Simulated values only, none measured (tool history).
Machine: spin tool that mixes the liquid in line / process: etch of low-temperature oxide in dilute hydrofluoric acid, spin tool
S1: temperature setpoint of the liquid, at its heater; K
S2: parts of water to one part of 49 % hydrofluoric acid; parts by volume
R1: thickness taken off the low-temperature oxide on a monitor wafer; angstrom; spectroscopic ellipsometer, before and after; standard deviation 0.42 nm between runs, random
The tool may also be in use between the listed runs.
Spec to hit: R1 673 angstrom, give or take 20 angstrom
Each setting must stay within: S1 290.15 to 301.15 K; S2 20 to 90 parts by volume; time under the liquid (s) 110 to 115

{"run": 1, "hour": 0.0, "S1": 293.15, "S2": 50, "time under the liquid (s)": 110, "R1": 413.19}
{"run": 2, "hour": 8.5, "S1": 293.15, "S2": 40, "time under the liquid (s)": 110, "R1": 527.35}
{"run": 3, "hour": 15.7, "S1": 293.15, "S2": 40, "time under the liquid (s)": 110, "R1": 526.28}
{"run": 4, "hour": 23.2, "S1": 294.65, "S2": 40, "time under the liquid (s)": 110, "R1": 562.4}
{"run": 5, "hour": 25.4, "S1": 294.65, "S2": 40, "time under the liquid (s)": 115, "R1": 582.47}
{"run": 6, "hour": 28.5, "S1": 294.65, "S2": 40, "time under the liquid (s)": 110, "R1": 558}
{"run": 7, "hour": 32.2, "S1": 295.65, "S2": 40, "time under the liquid (s)": 110, "R1": 586.18}
{"run": 8, "hour": 38.1, "S1": 296.65, "S2": 40, "time under the liquid (s)": 110, "R1": 611.74}

4 candidate next runs follow, results not yet known. Just one meets every target within its allowed miss. Identify it.
{"run": "A", "hour": 44.0, "S1": 296.15, "S2": 40, "time under the liquid (s)": 110, "R1": "?"}
{"run": "B", "hour": 44.0, "S1": 296.15, "S2": 35, "time under the liquid (s)": 115, "R1": "?"}
{"run": "C", "hour": 44.0, "S1": 295.65, "S2": 35, "time under the liquid (s)": 110, "R1": "?"}
{"run": "D", "hour": 44.0, "S1": 296.65, "S2": 35, "time under the liquid (s)": 115, "R1": "?"}

move=A R1=594.42
move=B R1=714.87
move=C R1=669.56
move=D R1=730.01
A: lands further from the targets than the last run did
B: the result that was furthest off in the last run now lies on the other side of its target
C: every result lands within tolerance
D: the result that was furthest off in the last run now lies on the other side of its target
So the answer is move C, the one that meets all the targets.

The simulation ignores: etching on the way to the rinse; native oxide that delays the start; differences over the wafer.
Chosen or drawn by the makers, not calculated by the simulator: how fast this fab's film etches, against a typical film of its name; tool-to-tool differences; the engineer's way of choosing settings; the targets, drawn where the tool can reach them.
